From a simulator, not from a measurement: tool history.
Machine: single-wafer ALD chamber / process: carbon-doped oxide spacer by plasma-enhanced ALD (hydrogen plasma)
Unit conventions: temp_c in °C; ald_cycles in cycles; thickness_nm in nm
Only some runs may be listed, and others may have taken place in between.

run	day	temp_c	ald_cycles	thickness_nm
1	0.000	395	459	22.425
2	0.204	395	472	23.029
3	0.504	395	481	23.510
4	0.562	395	487	23.789
5	0.796	395	491	24.028
6	0.850	395	445	21.615
7	1.171	395	462	22.710
8	1.204	395	462	22.703

The next listed run, before its measurement:
9	1.304	395	474	?

thickness_nm: 23.131 nm

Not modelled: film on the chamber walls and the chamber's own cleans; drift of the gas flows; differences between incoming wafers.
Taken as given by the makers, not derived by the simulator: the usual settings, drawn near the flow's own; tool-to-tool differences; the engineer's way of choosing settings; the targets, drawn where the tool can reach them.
